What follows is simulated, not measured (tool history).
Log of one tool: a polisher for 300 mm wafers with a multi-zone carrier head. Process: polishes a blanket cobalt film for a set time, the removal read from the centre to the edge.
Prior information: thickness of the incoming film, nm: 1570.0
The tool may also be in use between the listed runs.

run,hour,flow of slurry (ml/min),pressure of the head's centre zone,pressure of the head's middle zone,pressure of the head's edge zone,polishing time (s),film removed at the wafer's centre (Å),film removed at mid-radius (Å),film removed at the wafer's edge (Å)
1,0.0,255,1.00,1.00,1.00,80,3911.8,3840.5,3820.8
2,2.9,255,1.06,1.00,1.00,80,4147.2,3838.5,3794.8
3,9.7,255,1.04,1.01,0.97,76,3859.6,3770.5,3556.9
4,13.5,255,1.04,0.94,0.97,76,3844.0,3469.0,3592.5
5,19.3,255,1.04,0.94,0.97,91,4614.4,4202.3,4264.6
6,28.1,255,1.04,0.94,0.97,75,3795.0,3415.3,3529.5
7,35.1,250,1.02,0.96,0.94,72,3531.7,3342.6,3366.3

What does the tool deliver on the next run?
8,38.7,270,1.00,1.06,0.84,56,?,?,?

{"run 8": {"film removed at the wafer's centre (Å)": 2755.2, "film removed at mid-radius (Å)": 2840.5, "film removed at the wafer's edge (Å)": 2478.4}}
